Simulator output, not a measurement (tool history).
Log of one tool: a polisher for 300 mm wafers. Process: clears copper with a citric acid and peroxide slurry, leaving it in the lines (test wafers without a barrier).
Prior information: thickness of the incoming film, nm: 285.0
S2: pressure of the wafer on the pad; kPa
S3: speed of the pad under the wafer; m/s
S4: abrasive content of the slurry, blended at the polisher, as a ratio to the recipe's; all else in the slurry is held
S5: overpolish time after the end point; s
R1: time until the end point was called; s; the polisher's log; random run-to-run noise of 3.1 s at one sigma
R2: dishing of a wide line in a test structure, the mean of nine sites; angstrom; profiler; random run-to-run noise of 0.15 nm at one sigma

run 1 hour=0 | flow_of_slurry_(ml/min)=165 S2=29 S3=0.88 S4=1 S5=22 | R1=87.578 R2=446.94
run 2 hour=2.4 | flow_of_slurry_(ml/min)=165 S2=23.4 S3=0.88 S4=1 S5=22 | R1=103.78 R2=376.6
run 3 hour=9.3 | flow_of_slurry_(ml/min)=160 S2=21.4 S3=0.82 S4=1 S5=19 | R1=120.29 R2=303.48
run 4 hour=10 | flow_of_slurry_(ml/min)=160 S2=21.4 S3=0.82 S4=0.8 S5=19 | R1=129.35 R2=286.75
run 5 hour=16.1 | flow_of_slurry_(ml/min)=160 S2=17.9 S3=0.82 S4=0.8 S5=19 | R1=151.45 R2=262.51
run 6 hour=20.3 | flow_of_slurry_(ml/min)=160 S2=17.9 S3=0.66 S4=0.8 S5=19 | R1=178.35 R2=207.98
run 7 hour=28.6 | flow_of_slurry_(ml/min)=175 S2=17.2 S3=0.6 S4=0.95 S5=17 | R1=194.3 R2=176.79
run 8 hour=29.9 | flow_of_slurry_(ml/min)=190 S2=17.9 S3=0.56 S4=1.05 S5=15 | R1=187.99 R2=152.95
run 9 hour=32.2 | flow_of_slurry_(ml/min)=205 S2=17.9 S3=0.52 S4=1.15 S5=13 | R1=206.42 R2=132.06
run 10 hour=37.1 | flow_of_slurry_(ml/min)=215 S2=18.6 S3=0.5 S4=1.2 S5=12 | R1=196.37 R2=124.54
run 11 hour=38.6 | flow_of_slurry_(ml/min)=260 S2=17.9 S3=0.4 S4=1.45 S5=7 | R1=236.68 R2=61.81
run 12 hour=40.1 | flow_of_slurry_(ml/min)=260 S2=19.3 S3=0.4 S4=1.45 S5=7 | R1=219.27 R2=64.059
run 13 hour=43.6 | flow_of_slurry_(ml/min)=255 S2=20.7 S3=0.4 S4=1.45 S5=7 | R1=208.95 R2=71.654

Run 14 comes next. What will it give?
run 14 hour=52.2 | flow_of_slurry_(ml/min)=255 S2=21.4 S3=0.4 S4=1.45 S5=7 | R1=? R2=?

Run 14 came out at R1 211.78 s, R2 68.721 angstrom.
